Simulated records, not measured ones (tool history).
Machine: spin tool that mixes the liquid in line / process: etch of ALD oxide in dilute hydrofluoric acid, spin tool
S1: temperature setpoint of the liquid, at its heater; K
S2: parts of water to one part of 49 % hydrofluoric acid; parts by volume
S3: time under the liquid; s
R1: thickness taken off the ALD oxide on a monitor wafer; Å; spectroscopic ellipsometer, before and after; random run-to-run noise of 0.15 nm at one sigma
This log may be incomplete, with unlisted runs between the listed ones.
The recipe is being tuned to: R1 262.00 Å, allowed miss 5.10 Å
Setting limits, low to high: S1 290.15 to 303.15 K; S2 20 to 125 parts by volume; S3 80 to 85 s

run 1 hour=0.0 | S1=295.15 S2=70 S3=80 | R1=176.20
run 2 hour=5.3 | S1=295.15 S2=70 S3=85 | R1=188.50
run 3 hour=8.5 | S1=295.15 S2=45 S3=85 | R1=301.72
run 4 hour=9.3 | S1=294.15 S2=45 S3=85 | R1=290.86
run 5 hour=13.3 | S1=294.15 S2=60 S3=85 | R1=214.38
run 6 hour=20.9 | S1=294.15 S2=85 S3=85 | R1=146.94
run 7 hour=27.7 | S1=296.65 S2=80 S3=85 | R1=175.04
run 8 hour=29.4 | S1=298.65 S2=80 S3=85 | R1=186.72
run 9 hour=37.3 | S1=302.65 S2=65 S3=85 | R1=274.82
run 10 hour=45.5 | S1=302.15 S2=65 S3=85 | R1=269.80

Next run, 5 choices. One meets every target within its allowed miss, the rest don't. Which?
run A hour=53.7 | S1=300.65 S2=60 S3=80 | R1=?
run B hour=53.7 | S1=294.65 S2=50 S3=80 | R1=?
run C hour=53.7 | S1=301.65 S2=60 S3=85 | R1=?
run D hour=53.7 | S1=303.15 S2=65 S3=85 | R1=?
run E hour=53.7 | S1=301.65 S2=60 S3=80 | R1=?

move=A R1=263.75
move=B R1=251.74
move=C R1=291.45
move=D R1=282.84
move=E R1=274.31
A: all results land within tolerance of their targets
B: pushes the last run's worst result past its target
C: its largest miss is bigger than the last run's
D: its largest miss is bigger than the last run's
E: its largest miss is bigger than the last run's
Go with A: it meets all targets.
